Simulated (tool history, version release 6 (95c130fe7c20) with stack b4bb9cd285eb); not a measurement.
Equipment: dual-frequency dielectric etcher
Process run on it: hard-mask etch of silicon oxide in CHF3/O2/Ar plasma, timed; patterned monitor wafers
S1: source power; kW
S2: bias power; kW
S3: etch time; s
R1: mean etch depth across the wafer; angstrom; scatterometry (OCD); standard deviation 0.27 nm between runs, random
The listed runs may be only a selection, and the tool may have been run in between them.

Run 1, hour 0: S1 0.61 kW, S2 0.167 kW, S3 18 s. Result: R1 355.28 angstrom.
Run 2, hour 5.4: S1 0.53 kW, S2 0.167 kW, S3 18 s. Result: R1 329.73 angstrom.
Run 3, hour 8.5: S1 0.53 kW, S2 0.167 kW, S3 16.5 s. Result: R1 300.85 angstrom.
Run 4, hour 9.9: S1 0.57 kW, S2 0.169 kW, S3 16.5 s. Result: R1 314.59 angstrom.
Run 5, hour 18.7: S1 0.6 kW, S2 0.171 kW, S3 16.5 s. Result: R1 322.78 angstrom.
Run 6, hour 26.8: S1 0.6 kW, S2 0.198 kW, S3 16.5 s. Result: R1 339.56 angstrom.
Run 7, hour 31.5: S1 0.62 kW, S2 0.2 kW, S3 16.5 s. Result: R1 340.82 angstrom.

Run 8 has not been measured yet. What should we expect?
Run 8, hour 38.4: S1 0.65 kW, S2 0.202 kW, S3 16.5 s. Result: R1 ?.

R1: 347.69 angstrom
